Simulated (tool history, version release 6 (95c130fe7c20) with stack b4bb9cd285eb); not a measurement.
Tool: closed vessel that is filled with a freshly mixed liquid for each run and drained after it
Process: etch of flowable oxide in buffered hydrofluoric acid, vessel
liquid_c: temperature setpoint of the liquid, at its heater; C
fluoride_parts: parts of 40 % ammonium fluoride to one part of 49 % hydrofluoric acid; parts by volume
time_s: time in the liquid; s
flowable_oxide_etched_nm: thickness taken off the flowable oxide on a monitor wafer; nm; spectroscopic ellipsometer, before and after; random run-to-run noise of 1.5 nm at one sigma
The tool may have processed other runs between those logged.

Run 1, hour 0: liquid_c 21 C, fluoride_parts 19.5 parts by volume, time_s 90 s. Result: flowable_oxide_etched_nm 232.46 nm.
Run 2, hour 7.1: liquid_c 20 C, fluoride_parts 19.5 parts by volume, time_s 90 s. Result: flowable_oxide_etched_nm 220.66 nm.
Run 3, hour 10.5: liquid_c 20 C, fluoride_parts 14 parts by volume, time_s 90 s. Result: flowable_oxide_etched_nm 305.42 nm.
Run 4, hour 15.2: liquid_c 19.5 C, fluoride_parts 14 parts by volume, time_s 90 s. Result: flowable_oxide_etched_nm 298.29 nm.
At hour 23.1: thermometer replaced.
Run 5, hour 23.1: liquid_c 19.5 C, fluoride_parts 14 parts by volume, time_s 100 s. Result: flowable_oxide_etched_nm 294.55 nm.
Run 6, hour 30.9: liquid_c 19 C, fluoride_parts 14 parts by volume, time_s 100 s. Result: flowable_oxide_etched_nm 283.34 nm.

Run 7 has not been measured yet. What should we expect?
Run 7, hour 37.3: liquid_c 18.5 C, fluoride_parts 14 parts by volume, time_s 100 s. Result: flowable_oxide_etched_nm ?.

{"run 7": {"flowable_oxide_etched_nm": 280.59}}

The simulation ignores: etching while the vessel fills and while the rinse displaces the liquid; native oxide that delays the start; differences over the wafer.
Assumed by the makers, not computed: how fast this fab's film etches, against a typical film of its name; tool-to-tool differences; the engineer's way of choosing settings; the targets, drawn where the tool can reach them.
